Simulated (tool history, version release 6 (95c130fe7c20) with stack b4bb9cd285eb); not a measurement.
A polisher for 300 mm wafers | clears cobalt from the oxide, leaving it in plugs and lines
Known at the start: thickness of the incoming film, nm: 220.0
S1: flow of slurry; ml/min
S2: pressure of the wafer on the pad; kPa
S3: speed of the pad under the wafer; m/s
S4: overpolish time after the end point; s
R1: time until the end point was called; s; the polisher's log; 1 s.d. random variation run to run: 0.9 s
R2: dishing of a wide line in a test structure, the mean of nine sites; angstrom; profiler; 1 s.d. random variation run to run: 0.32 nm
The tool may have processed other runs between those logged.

run  hour   S1    S2    S3  S4      R1      R2
  1   0.0  280  15.2  0.78  20  60.255  426.08
  2   7.7  275  15.2  0.78  17  60.058  388.46
  3  13.3  255  15.2  0.78  15  60.512  362.17
  4  15.5  255  17.9  0.78  15  50.781  393.12
  5  19.1  255  17.9  0.78  10  52.352  310.70
  6  25.5  195  17.9  0.78  10  52.434  301.10
  7  31.1  190  18.6  0.72   9  54.863  274.57

Forecast run 8:
  8  37.4  185  20.0  0.66   8   ?   ?

R1: 56.431 s
R2: 246.97 angstrom
